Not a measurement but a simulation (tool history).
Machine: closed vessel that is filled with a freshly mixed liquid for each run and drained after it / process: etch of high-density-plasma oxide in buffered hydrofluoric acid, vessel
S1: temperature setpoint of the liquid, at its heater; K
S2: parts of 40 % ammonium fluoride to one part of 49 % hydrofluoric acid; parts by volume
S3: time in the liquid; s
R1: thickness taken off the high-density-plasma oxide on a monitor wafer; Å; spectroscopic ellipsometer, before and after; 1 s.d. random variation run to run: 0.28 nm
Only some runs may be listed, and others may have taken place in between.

run	hour	S1	S2	S3	R1
1	0	295.15	19.5	100	963.68
2	7.3	293.65	19.5	100	885.96
3	11.9	292.65	19.5	100	837.62
4	13.1	292.65	19.5	105	869.9
5	18.1	292.15	19.5	105	854.77
6	21.2	291.65	19.5	105	828.02

Predict the results of run 7:
7	28.9	291.15	19.5	105	?

Run 7 measured R1 803.29 Å.

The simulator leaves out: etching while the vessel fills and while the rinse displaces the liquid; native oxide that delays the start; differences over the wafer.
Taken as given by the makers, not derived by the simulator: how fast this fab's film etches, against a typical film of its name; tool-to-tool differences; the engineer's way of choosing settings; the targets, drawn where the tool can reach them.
